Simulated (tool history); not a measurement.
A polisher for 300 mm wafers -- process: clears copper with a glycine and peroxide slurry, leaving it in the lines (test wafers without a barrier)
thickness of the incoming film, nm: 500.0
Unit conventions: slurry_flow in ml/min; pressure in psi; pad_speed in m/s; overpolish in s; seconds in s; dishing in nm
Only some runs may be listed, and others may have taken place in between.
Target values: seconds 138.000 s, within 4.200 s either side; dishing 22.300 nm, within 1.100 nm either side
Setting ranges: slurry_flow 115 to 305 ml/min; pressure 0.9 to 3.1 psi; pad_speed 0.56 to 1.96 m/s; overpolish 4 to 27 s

run  hour  slurry_flow  pressure  pad_speed  overpolish  seconds  dishing
  1   0.0          195       2.0       1.26          14  105.870   22.691
  2   3.6          195       2.2       1.26          14   99.017   22.694
  3   8.9          240       2.2       1.26          14   99.453   22.964
  4  17.0          240       2.2       1.26          20   98.481   24.562
  5  17.9          240       2.0       1.26          19  105.920   24.481
  6  23.9          240       2.0       1.26          17  106.120   23.456
  7  25.8          240       1.9       1.26          17  111.010   24.147
  8  30.4          240       1.8       1.26          16  114.860   23.069
  9  37.5          240       1.7       1.26          16  118.390   23.116
 10  40.7          210       1.3       1.24          16  151.080   20.936

Which one of the following 5 next-run settings gets every result inside its allowed miss? There is exactly one.
  A  43.9          230       1.4       1.16          27        ?        ?
  B  43.9          215       1.4       1.30          16        ?        ?
  C  43.9          245       1.5       1.18          25        ?        ?
  D  43.9          175       1.4       1.10          18        ?        ?
  E  43.9          290       1.5       0.88          16        ?        ?

move  seconds  dishing
   A  145.780   25.351
   B  136.920   21.799
   C  136.430   25.018
   D  153.640   22.234
   E  158.870   21.185
A: nearer the targets than the last run, but a result is still out of spec
B: each result inside its tolerance
C: meets the target for the result that was furthest off, but another lies outside its allowed miss
D: lands further from the targets than the last run did
E: lands further from the targets than the last run did
The move that meets every target is B.
